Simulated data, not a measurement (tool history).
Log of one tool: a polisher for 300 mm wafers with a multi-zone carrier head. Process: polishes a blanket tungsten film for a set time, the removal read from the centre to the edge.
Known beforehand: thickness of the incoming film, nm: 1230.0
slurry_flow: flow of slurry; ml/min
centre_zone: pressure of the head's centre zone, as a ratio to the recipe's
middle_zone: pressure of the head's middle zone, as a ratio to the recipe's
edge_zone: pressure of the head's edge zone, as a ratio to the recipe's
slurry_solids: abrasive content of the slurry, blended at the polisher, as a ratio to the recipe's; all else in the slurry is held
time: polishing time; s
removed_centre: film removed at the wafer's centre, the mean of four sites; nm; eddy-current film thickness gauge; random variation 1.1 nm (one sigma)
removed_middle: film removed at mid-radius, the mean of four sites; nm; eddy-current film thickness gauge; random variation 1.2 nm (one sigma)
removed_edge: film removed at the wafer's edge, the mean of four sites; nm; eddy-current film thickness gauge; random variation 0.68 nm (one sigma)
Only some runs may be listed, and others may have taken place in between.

run	day	slurry_flow	centre_zone	middle_zone	edge_zone	slurry_solids	time	removed_centre	removed_middle	removed_edge
1	0.000	130	1.00	1.00	1.00	1.00	48	152.13	148.13	147.87
2	0.212	130	1.07	1.00	1.00	1.00	48	163.32	145.94	146.88
3	0.325	130	1.07	1.04	1.00	1.00	48	161.20	154.43	148.43
4	0.675	130	1.07	1.04	1.00	1.00	41	139.07	134.24	126.05
5	0.962	130	1.07	1.13	1.00	1.00	41	136.44	139.39	125.28
6	1.088	115	1.07	1.13	1.00	1.00	41	134.42	135.35	123.74

What does the tool deliver on the next run?
7	1.375	85	0.99	1.03	0.90	0.75	40	?	?	?

Run 7 produced removed_centre 101.10 nm, removed_middle 104.05 nm, removed_edge 102.41 nm.
